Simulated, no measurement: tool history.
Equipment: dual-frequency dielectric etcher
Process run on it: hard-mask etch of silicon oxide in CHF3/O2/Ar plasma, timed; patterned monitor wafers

run  hour  source power (W)  bias power (W)  etch time (s)  mean etch depth across the wafer (nm)
  1   0.0               770             154           34.0                                 60.038
  2   7.1               790             156           34.0                                 60.419
  3   7.9               790             156           34.0                                 60.778
  4  14.0               810             158           34.0                                 61.869
  5  21.5               810             158           34.0                                 61.462
  6  24.9               810             158           34.0                                 61.364
  7  26.4               830             160           34.0                                 62.412
  8  33.3               850             162           34.0                                 63.214
  9  39.6               870             164           34.0                                 63.746
 10  44.9               880             166           34.0                                 63.897
 11  45.8               890             168           34.0                                 64.615
 12  51.8               900             169           34.0                                 64.699
 13  56.5               910             171           34.0                                 65.423

Estimate the outcome of run 14 from the log above:
 14  63.8               920             172           34.0                                      ?

Run 14 gave mean etch depth across the wafer (nm) 65.583.

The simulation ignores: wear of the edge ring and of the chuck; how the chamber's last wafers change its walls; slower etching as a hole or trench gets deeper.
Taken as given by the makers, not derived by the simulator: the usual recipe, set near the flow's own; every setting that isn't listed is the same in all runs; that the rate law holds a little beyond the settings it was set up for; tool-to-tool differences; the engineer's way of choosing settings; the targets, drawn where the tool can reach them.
